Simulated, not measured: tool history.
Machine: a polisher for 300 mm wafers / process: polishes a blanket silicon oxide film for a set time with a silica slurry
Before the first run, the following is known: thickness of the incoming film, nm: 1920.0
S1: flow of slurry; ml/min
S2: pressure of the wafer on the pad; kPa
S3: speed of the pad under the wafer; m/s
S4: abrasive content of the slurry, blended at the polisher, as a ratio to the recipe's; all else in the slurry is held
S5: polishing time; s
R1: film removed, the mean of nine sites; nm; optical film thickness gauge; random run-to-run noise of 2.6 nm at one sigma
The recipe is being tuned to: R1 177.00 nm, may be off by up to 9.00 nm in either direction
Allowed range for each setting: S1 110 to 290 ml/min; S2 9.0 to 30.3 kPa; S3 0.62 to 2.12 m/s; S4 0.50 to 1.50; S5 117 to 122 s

{"run": 1, "hour": 0.0, "S1": 185, "S2": 19.3, "S3": 1.36, "S4": 1.0, "S5": 117, "R1": 245.77}
{"run": 2, "hour": 5.6, "S1": 185, "S2": 22.1, "S3": 1.36, "S4": 1.0, "S5": 117, "R1": 279.53}
{"run": 3, "hour": 13.2, "S1": 155, "S2": 22.1, "S3": 1.36, "S4": 1.0, "S5": 117, "R1": 271.41}
{"run": 4, "hour": 17.2, "S1": 155, "S2": 20.7, "S3": 1.34, "S4": 1.0, "S5": 117, "R1": 248.49}
{"run": 5, "hour": 20.0, "S1": 155, "S2": 19.3, "S3": 1.34, "S4": 1.0, "S5": 117, "R1": 230.23}
{"run": 6, "hour": 28.9, "S1": 155, "S2": 19.3, "S3": 1.34, "S4": 1.0, "S5": 122, "R1": 251.41}
{"run": 7, "hour": 31.5, "S1": 155, "S2": 17.9, "S3": 1.32, "S4": 1.0, "S5": 122, "R1": 234.83}
{"run": 8, "hour": 33.9, "S1": 155, "S2": 16.5, "S3": 1.3, "S4": 1.0, "S5": 122, "R1": 202.27}
{"run": 9, "hour": 35.8, "S1": 155, "S2": 16.5, "S3": 1.3, "S4": 1.0, "S5": 122, "R1": 212.38}

Which one of the following 5 next-run settings gets every result inside its allowed miss? There is exactly one.
{"run": "A", "hour": 37.7, "S1": 160, "S2": 13.8, "S3": 1.14, "S4": 1.05, "S5": 117, "R1": "?"}
{"run": "B", "hour": 37.7, "S1": 135, "S2": 16.5, "S3": 0.96, "S4": 1.1, "S5": 117, "R1": "?"}
{"run": "C", "hour": 37.7, "S1": 160, "S2": 20.7, "S3": 1.44, "S4": 1.05, "S5": 122, "R1": "?"}
{"run": "D", "hour": 37.7, "S1": 195, "S2": 17.9, "S3": 0.9, "S4": 0.8, "S5": 117, "R1": "?"}
{"run": "E", "hour": 37.7, "S1": 165, "S2": 16.5, "S3": 1.1, "S4": 1.0, "S5": 117, "R1": "?"}

move=A R1=157.09
move=B R1=163.41
move=C R1=287.23
move=D R1=154.12
move=E R1=179.33
A: pushes the last run's worst result past its target
B: pushes the last run's worst result past its target
C: further off than the last run
D: pushes the last run's worst result past its target
E: all results in spec
Go with E: it meets all targets.
